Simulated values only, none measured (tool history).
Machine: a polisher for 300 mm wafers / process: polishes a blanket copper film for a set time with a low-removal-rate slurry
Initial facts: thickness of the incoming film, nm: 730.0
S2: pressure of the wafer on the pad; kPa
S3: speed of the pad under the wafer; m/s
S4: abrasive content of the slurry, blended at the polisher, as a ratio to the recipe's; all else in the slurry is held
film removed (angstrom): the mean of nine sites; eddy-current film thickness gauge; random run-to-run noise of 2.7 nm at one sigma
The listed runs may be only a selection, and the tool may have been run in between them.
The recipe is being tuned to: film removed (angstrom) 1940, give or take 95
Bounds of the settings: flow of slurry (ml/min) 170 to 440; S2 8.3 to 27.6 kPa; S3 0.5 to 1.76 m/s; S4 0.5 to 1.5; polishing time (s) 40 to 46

{"run": 1, "hour": 0.0, "flow of slurry (ml/min)": 280, "S2": 17.9, "S3": 1.12, "S4": 1, "polishing time (s)": 46, "film removed (angstrom)": 1451.3}
{"run": 2, "hour": 4.5, "flow of slurry (ml/min)": 280, "S2": 19.3, "S3": 1.12, "S4": 1, "polishing time (s)": 46, "film removed (angstrom)": 1508}
{"run": 3, "hour": 6.0, "flow of slurry (ml/min)": 280, "S2": 19.3, "S3": 0.96, "S4": 1, "polishing time (s)": 46, "film removed (angstrom)": 1316.6}
{"run": 4, "hour": 14.2, "flow of slurry (ml/min)": 280, "S2": 22.1, "S3": 0.98, "S4": 1, "polishing time (s)": 46, "film removed (angstrom)": 1480.5}
{"run": 5, "hour": 20.5, "flow of slurry (ml/min)": 280, "S2": 23.4, "S3": 1, "S4": 1, "polishing time (s)": 46, "film removed (angstrom)": 1619.2}
{"run": 6, "hour": 23.4, "flow of slurry (ml/min)": 280, "S2": 23.4, "S3": 1, "S4": 1, "polishing time (s)": 40, "film removed (angstrom)": 1368.7}
{"run": 7, "hour": 25.8, "flow of slurry (ml/min)": 280, "S2": 24.8, "S3": 1.08, "S4": 1, "polishing time (s)": 40, "film removed (angstrom)": 1559.8}
{"run": 8, "hour": 28.4, "flow of slurry (ml/min)": 280, "S2": 25.5, "S3": 1.14, "S4": 1, "polishing time (s)": 40, "film removed (angstrom)": 1655.6}
{"run": 9, "hour": 31.2, "flow of slurry (ml/min)": 280, "S2": 26.2, "S3": 1.18, "S4": 1, "polishing time (s)": 40, "film removed (angstrom)": 1807.5}
{"run": 10, "hour": 33.3, "flow of slurry (ml/min)": 280, "S2": 26.9, "S3": 1.2, "S4": 1, "polishing time (s)": 40, "film removed (angstrom)": 1813.5}

Below are 5 possible settings for the next run. Only one of them brings all results inside the allowed miss of their targets. Which is it?
{"run": "A", "hour": 35.4, "flow of slurry (ml/min)": 270, "S2": 21.4, "S3": 1.34, "S4": 0.95, "polishing time (s)": 40, "film removed (angstrom)": "?"}
{"run": "B", "hour": 35.4, "flow of slurry (ml/min)": 260, "S2": 26.9, "S3": 1.28, "S4": 0.95, "polishing time (s)": 44, "film removed (angstrom)": "?"}
{"run": "C", "hour": 35.4, "flow of slurry (ml/min)": 290, "S2": 27.6, "S3": 1.28, "S4": 1, "polishing time (s)": 42, "film removed (angstrom)": "?"}
{"run": "D", "hour": 35.4, "flow of slurry (ml/min)": 355, "S2": 22.1, "S3": 1.26, "S4": 0.95, "polishing time (s)": 46, "film removed (angstrom)": "?"}
{"run": "E", "hour": 35.4, "flow of slurry (ml/min)": 315, "S2": 24.8, "S3": 1.16, "S4": 0.9, "polishing time (s)": 41, "film removed (angstrom)": "?"}

move=A film_removed_(angstrom)=1643.9
move=B film_removed_(angstrom)=2057.9
move=C film_removed_(angstrom)=2062.1
move=D film_removed_(angstrom)=1871.4
move=E film_removed_(angstrom)=1638.9
A: its largest miss is bigger than the last run's
B: moves the result that the last run missed by most past its target, out the other side
C: moves the result that the last run missed by most past its target, out the other side
D: in spec on every target
E: its largest miss is bigger than the last run's
Answer: D
